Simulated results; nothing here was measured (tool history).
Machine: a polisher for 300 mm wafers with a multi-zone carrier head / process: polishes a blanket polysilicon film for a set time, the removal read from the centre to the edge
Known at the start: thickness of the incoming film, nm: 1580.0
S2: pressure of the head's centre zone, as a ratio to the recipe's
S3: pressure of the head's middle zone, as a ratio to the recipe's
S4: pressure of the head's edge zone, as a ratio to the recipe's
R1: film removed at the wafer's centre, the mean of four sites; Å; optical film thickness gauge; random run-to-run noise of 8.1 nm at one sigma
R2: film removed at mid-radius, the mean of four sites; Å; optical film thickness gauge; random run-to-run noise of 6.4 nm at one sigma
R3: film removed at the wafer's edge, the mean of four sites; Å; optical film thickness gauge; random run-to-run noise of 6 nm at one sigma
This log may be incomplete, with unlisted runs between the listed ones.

run 1 hour=0 | flow_of_slurry_(ml/min)=235 S2=1 S3=1 S4=1 polishing_time_(s)=57 | R1=5594.2 R2=5651.2 R3=5755.3
run 2 hour=1.7 | flow_of_slurry_(ml/min)=185 S2=1 S3=1 S4=1 polishing_time_(s)=57 | R1=5378.2 R2=5434.1 R3=5562.4
run 3 hour=6.5 | flow_of_slurry_(ml/min)=140 S2=1 S3=1 S4=1 polishing_time_(s)=57 | R1=4966.2 R2=5134.2 R3=5381.5
run 4 hour=8.9 | flow_of_slurry_(ml/min)=185 S2=1.03 S3=0.98 S4=1.06 polishing_time_(s)=62 | R1=6069.8 R2=5941.7 R3=6226.6
run 5 hour=16.8 | flow_of_slurry_(ml/min)=185 S2=1.1 S3=0.98 S4=1.06 polishing_time_(s)=62 | R1=6413.2 R2=5930 R3=6270.1
run 6 hour=21.5 | flow_of_slurry_(ml/min)=185 S2=1.15 S3=0.98 S4=1.06 polishing_time_(s)=62 | R1=6846.9 R2=5941 R3=6193.1
run 7 hour=26.8 | flow_of_slurry_(ml/min)=220 S2=1.13 S3=0.94 S4=1.1 polishing_time_(s)=65 | R1=7180.4 R2=6196.5 R3=6766.6

Run 8 comes next. What will it give?
run 8 hour=35 | flow_of_slurry_(ml/min)=220 S2=1.13 S3=0.94 S4=1.1 polishing_time_(s)=65 | R1=? R2=? R3=?

R1: 7159.9 Å
R2: 6121.6 Å
R3: 6779.9 Å
